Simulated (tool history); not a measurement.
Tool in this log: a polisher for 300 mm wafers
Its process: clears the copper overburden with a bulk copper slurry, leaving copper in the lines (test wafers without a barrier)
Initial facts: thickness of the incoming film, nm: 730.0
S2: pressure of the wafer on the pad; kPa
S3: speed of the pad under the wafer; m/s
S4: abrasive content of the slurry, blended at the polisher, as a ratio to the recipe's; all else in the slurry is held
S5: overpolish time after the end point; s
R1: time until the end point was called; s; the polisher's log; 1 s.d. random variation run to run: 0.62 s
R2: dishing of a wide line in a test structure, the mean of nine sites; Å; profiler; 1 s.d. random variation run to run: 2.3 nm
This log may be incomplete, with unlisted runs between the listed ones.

run 1 hour=0.0 | flow_of_slurry_(ml/min)=190 S2=16.5 S3=1.18 S4=1.0 S5=27 | R1=85.267 R2=1067.2
run 2 hour=7.8 | flow_of_slurry_(ml/min)=190 S2=17.9 S3=1.18 S4=1.0 S5=27 | R1=79.398 R2=1111.1
run 3 hour=15.9 | flow_of_slurry_(ml/min)=150 S2=17.9 S3=1.18 S4=1.0 S5=27 | R1=80.698 R2=1075.5
run 4 hour=17.7 | flow_of_slurry_(ml/min)=150 S2=17.9 S3=1.40 S4=1.0 S5=27 | R1=69.181 R2=1185.2
run 5 hour=20.8 | flow_of_slurry_(ml/min)=150 S2=17.9 S3=1.12 S4=1.0 S5=27 | R1=85.541 R2=1056.9
run 6 hour=22.6 | flow_of_slurry_(ml/min)=150 S2=17.9 S3=1.12 S4=1.0 S5=34 | R1=87.132 R2=1183.5
run 7 hour=30.8 | flow_of_slurry_(ml/min)=150 S2=18.6 S3=1.14 S4=1.0 S5=34 | R1=81.943 R2=1212.3
run 8 hour=32.5 | flow_of_slurry_(ml/min)=150 S2=19.3 S3=1.16 S4=1.0 S5=34 | R1=79.356 R2=1242.2
run 9 hour=41.2 | flow_of_slurry_(ml/min)=150 S2=20.0 S3=1.18 S4=1.0 S5=34 | R1=74.881 R2=1295.1

Expected results for the next run?
run 10 hour=43.8 | flow_of_slurry_(ml/min)=150 S2=20.7 S3=1.20 S4=1.0 S5=34 | R1=? R2=?

For run 10 the tool returned R1 71.631 s, R2 1360.0 Å.

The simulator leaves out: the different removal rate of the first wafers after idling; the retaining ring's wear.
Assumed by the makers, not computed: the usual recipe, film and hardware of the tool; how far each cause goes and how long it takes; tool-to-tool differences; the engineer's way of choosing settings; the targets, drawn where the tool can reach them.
